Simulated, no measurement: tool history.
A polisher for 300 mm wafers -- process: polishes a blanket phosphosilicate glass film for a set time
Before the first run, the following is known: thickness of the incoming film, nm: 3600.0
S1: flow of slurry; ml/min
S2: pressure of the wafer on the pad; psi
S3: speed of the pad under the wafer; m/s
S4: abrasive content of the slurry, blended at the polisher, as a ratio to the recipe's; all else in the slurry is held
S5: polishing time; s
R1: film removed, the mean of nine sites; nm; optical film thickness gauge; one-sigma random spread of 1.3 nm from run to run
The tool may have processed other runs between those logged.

run    day   S1   S2    S3  S4  S5      R1
  1      0  200  2.6  0.86   1  27  164.03
  2  0.342  200  2.4  0.86   1  27  153.72
  3  0.638  200  2.2  0.86   1  27  142.47
  4  0.975  225  2.2  0.86   1  27  139.96
  5   1.15  225  2.1  0.86   1  27  136.85
  6  1.188  225  2.1  1.04   1  27   152.1
  7    1.4  225  1.9  1.04   1  27  142.49

Run 8, settings as shown, results not yet in. Your forecast:
  8  1.767  225  1.8  1.04   1  27   ?

Run 8 yielded R1 136.57 nm.
